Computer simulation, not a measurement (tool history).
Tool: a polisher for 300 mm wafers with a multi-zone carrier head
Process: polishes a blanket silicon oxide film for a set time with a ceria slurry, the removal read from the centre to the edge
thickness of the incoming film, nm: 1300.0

| run | hour | flow of slurry (ml/min) | pressure of the head's centre zone | pressure of the head's middle zone | pressure of the head's edge zone | polishing time (s) | film removed at the wafer's centre (Å) | film removed at mid-radius (Å) | film removed at the wafer's edge (Å) |
|---|---|---|---|---|---|---|---|---|---|
| 1 | 0.0 | 275 | 1.00 | 1.00 | 1.00 | 41 | 1565.5 | 1561.3 | 1567.4 |
| 2 | 6.2 | 275 | 1.00 | 1.00 | 1.00 | 32 | 1248.3 | 1255.2 | 1233.8 |
| 3 | 11.8 | 275 | 1.00 | 1.08 | 1.00 | 32 | 1219.3 | 1313.7 | 1226.2 |
| 4 | 13.1 | 285 | 1.03 | 1.05 | 1.05 | 36 | 1437.9 | 1410.3 | 1426.8 |
| 5 | 15.6 | 295 | 1.06 | 1.07 | 1.08 | 39 | 1604.4 | 1632.2 | 1564.6 |
| 6 | 19.5 | 300 | 1.07 | 1.04 | 1.11 | 41 | 1687.6 | 1671.5 | 1671.2 |

The next listed run, before its measurement:
| 7 | 25.8 | 305 | 1.09 | 1.01 | 1.13 | 42 | ? | ? | ? |

film removed at the wafer's centre (Å): 1774.3
film removed at mid-radius (Å): 1620.6
film removed at the wafer's edge (Å): 1739.0
